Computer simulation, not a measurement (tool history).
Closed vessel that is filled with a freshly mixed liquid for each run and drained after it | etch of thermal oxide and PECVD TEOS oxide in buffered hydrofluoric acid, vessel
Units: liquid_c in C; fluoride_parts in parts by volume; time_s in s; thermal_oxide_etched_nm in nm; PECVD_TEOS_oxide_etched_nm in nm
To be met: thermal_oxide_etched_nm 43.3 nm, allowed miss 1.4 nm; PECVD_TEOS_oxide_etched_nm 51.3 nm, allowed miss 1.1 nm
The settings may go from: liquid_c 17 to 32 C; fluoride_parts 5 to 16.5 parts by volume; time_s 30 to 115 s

run 1 day=0 | liquid_c=25 fluoride_parts=10 time_s=60 | thermal_oxide_etched_nm=72.856 PECVD_TEOS_oxide_etched_nm=86.136
run 2 day=0.038 | liquid_c=23.5 fluoride_parts=10 time_s=60 | thermal_oxide_etched_nm=67.057 PECVD_TEOS_oxide_etched_nm=80.088
run 3 day=0.267 | liquid_c=26.5 fluoride_parts=10 time_s=60 | thermal_oxide_etched_nm=78.792 PECVD_TEOS_oxide_etched_nm=94.666
run 4 day=0.317 | liquid_c=26.5 fluoride_parts=7.5 time_s=60 | thermal_oxide_etched_nm=102.22 PECVD_TEOS_oxide_etched_nm=122.05
run 5 day=0.408 | liquid_c=25 fluoride_parts=8 time_s=60 | thermal_oxide_etched_nm=88.588 PECVD_TEOS_oxide_etched_nm=105.77
run 6 day=0.546 | liquid_c=25 fluoride_parts=6.5 time_s=60 | thermal_oxide_etched_nm=108.96 PECVD_TEOS_oxide_etched_nm=129.96
run 7 day=0.579 | liquid_c=23.5 fluoride_parts=7.5 time_s=60 | thermal_oxide_etched_nm=86.489 PECVD_TEOS_oxide_etched_nm=104.77
run 8 day=0.7 | liquid_c=23.5 fluoride_parts=7.5 time_s=60 | thermal_oxide_etched_nm=86.784 PECVD_TEOS_oxide_etched_nm=104.16
run 9 day=0.879 | liquid_c=19.5 fluoride_parts=10.5 time_s=60 | thermal_oxide_etched_nm=51.448 PECVD_TEOS_oxide_etched_nm=60.92
run 10 day=1.183 | liquid_c=19 fluoride_parts=10.5 time_s=60 | thermal_oxide_etched_nm=49.987 PECVD_TEOS_oxide_etched_nm=59.888
run 11 day=1.354 | liquid_c=18.5 fluoride_parts=10.5 time_s=60 | thermal_oxide_etched_nm=48.616 PECVD_TEOS_oxide_etched_nm=57.345

Which of these 4 next moves meets every target?
run A day=1.525 | liquid_c=17 fluoride_parts=14.5 time_s=100 | thermal_oxide_etched_nm=? PECVD_TEOS_oxide_etched_nm=?
run B day=1.525 | liquid_c=22 fluoride_parts=7.5 time_s=30 | thermal_oxide_etched_nm=? PECVD_TEOS_oxide_etched_nm=?
run C day=1.525 | liquid_c=17 fluoride_parts=16.5 time_s=115 | thermal_oxide_etched_nm=? PECVD_TEOS_oxide_etched_nm=?
run D day=1.525 | liquid_c=17.5 fluoride_parts=9 time_s=50 | thermal_oxide_etched_nm=? PECVD_TEOS_oxide_etched_nm=?

move=A thermal_oxide_etched_nm=54.474 PECVD_TEOS_oxide_etched_nm=64.379
move=B thermal_oxide_etched_nm=40.538 PECVD_TEOS_oxide_etched_nm=47.909
move=C thermal_oxide_etched_nm=55.158 PECVD_TEOS_oxide_etched_nm=65.187
move=D thermal_oxide_etched_nm=43.084 PECVD_TEOS_oxide_etched_nm=50.918
A: further off than the last run
B: takes the result that was furthest off past its target
C: further off than the last run
D: meets every target
Answer: D
